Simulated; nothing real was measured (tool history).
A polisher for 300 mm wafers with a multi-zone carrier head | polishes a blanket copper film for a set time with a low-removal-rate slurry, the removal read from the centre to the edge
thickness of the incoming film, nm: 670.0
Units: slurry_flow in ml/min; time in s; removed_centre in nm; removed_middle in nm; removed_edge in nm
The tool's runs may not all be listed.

run,hour,slurry_flow,centre_zone,middle_zone,edge_zone,slurry_solids,time,removed_centre,removed_middle,removed_edge
1,0,205,1,1,1,1,87,233.12,220.76,223.66
2,6.5,205,0.98,1,0.99,0.95,86,219.86,220.61,225.77
3,7.9,205,0.98,1,1.03,0.95,86,221.57,217.69,228.86
4,16,205,0.98,0.93,1.03,0.95,86,217.52,200.44,224.79
5,23.2,205,0.92,0.93,1.03,0.95,86,204.5,199.37,228.87
6,24.6,205,0.92,0.94,1.01,0.9,85,199.52,205.08,217
7,27.7,205,0.91,0.93,1,0.85,85,199.49,197.36,216.57
8,29.8,205,0.9,0.94,0.98,0.8,84,191.49,192.5,207.71
9,36,205,0.89,0.95,0.97,0.8,84,193.38,194.45,207.85

The next listed run, before its measurement:
10,44.6,205,0.88,0.96,0.96,0.8,83,?,?,?

{"run 10": {"removed_centre": 182.55, "removed_middle": 195.25, "removed_edge": 203.76}}
